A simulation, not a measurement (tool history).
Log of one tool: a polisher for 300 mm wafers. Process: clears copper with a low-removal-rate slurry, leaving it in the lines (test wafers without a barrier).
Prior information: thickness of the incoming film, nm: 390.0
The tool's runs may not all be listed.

run    day  flow of slurry (ml/min)  pressure of the wafer on the pad (kPa)  speed of the pad under the wafer (cm/s)  abrasive content of the slurry  overpolish time after the end point (s)  time until the end point was called (s)  dishing of a wide line in a test structure (Å)
  1      0                      285                                    27.6                                       84                               1                                       27                                   117.15                                          350.17
  2  0.238                      285                                    27.6                                       84                             1.2                                       27                                   113.79                                           349.1
  3  0.521                      330                                    27.6                                       84                             1.2                                       27                                   112.22                                          353.62
  4  0.667                      330                                    27.6                                       84                             1.2                                       20                                   110.58                                          319.07
     0.896  -- worn pad replaced by a new one
  5  0.896                      330                                    27.6                                       84                            1.35                                       20                                    102.2                                           323.2
  6  1.025                      330                                    28.3                                       84                            1.35                                       21                                    99.71                                          337.55
  7  1.162                      330                                      29                                       84                            1.35                                       22                                    97.43                                          337.14

What will run 8 give?
  8  1.504                      330                                    29.6                                       84                            1.35                                       23                                        ?                                               ?

time until the end point was called (s): 97.719
dishing of a wide line in a test structure (Å): 361.25
